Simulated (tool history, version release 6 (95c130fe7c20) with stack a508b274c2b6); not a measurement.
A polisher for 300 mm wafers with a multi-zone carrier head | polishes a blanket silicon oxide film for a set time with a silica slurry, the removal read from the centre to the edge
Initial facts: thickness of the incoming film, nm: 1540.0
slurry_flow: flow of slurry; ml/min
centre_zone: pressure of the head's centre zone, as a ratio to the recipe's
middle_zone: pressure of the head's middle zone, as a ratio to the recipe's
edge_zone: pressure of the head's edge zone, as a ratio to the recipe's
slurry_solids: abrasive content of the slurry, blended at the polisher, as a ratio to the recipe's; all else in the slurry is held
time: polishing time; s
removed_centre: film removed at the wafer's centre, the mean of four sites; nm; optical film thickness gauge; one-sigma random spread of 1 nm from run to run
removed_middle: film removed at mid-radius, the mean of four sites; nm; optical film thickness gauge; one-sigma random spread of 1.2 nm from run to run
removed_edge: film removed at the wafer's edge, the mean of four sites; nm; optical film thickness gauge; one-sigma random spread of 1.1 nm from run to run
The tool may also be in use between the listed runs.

run 1 day=0 | slurry_flow=135 centre_zone=1 middle_zone=1 edge_zone=1 slurry_solids=1 time=32 | removed_centre=89.267 removed_middle=87.438 removed_edge=87.739
run 2 day=0.292 | slurry_flow=145 centre_zone=0.99 middle_zone=1.04 edge_zone=1.04 slurry_solids=1.1 time=32 | removed_centre=94.058 removed_middle=97.021 removed_edge=96.122
run 3 day=0.579 | slurry_flow=145 centre_zone=0.92 middle_zone=1.04 edge_zone=1.04 slurry_solids=1.1 time=32 | removed_centre=89.285 removed_middle=97.203 removed_edge=95.319
run 4 day=0.804 | slurry_flow=145 centre_zone=0.92 middle_zone=1.04 edge_zone=1.04 slurry_solids=1.1 time=28 | removed_centre=78.056 removed_middle=85.704 removed_edge=83.888
run 5 day=0.962 | slurry_flow=145 centre_zone=0.92 middle_zone=1.08 edge_zone=1.04 slurry_solids=1.1 time=28 | removed_centre=77.081 removed_middle=87.306 removed_edge=82.928
run 6 day=1.325 | slurry_flow=155 centre_zone=0.94 middle_zone=1.1 edge_zone=1.06 slurry_solids=1.2 time=29 | removed_centre=87.026 removed_middle=97.229 removed_edge=93.25
run 7 day=1.667 | slurry_flow=165 centre_zone=0.94 middle_zone=1.12 edge_zone=1.06 slurry_solids=1.25 time=30 | removed_centre=93.061 removed_middle=106.36 removed_edge=99.901
run 8 day=1.704 | slurry_flow=165 centre_zone=0.94 middle_zone=1.12 edge_zone=1.06 slurry_solids=1.25 time=30 | removed_centre=93.281 removed_middle=107.23 removed_edge=97.883

Run 9 has not been measured yet. What should we expect?
run 9 day=1.925 | slurry_flow=185 centre_zone=0.97 middle_zone=1.17 edge_zone=1.16 slurry_solids=1.5 time=32 | removed_centre=? removed_middle=? removed_edge=?

removed_centre: 115.33 nm
removed_middle: 132.19 nm
removed_edge: 121.26 nm
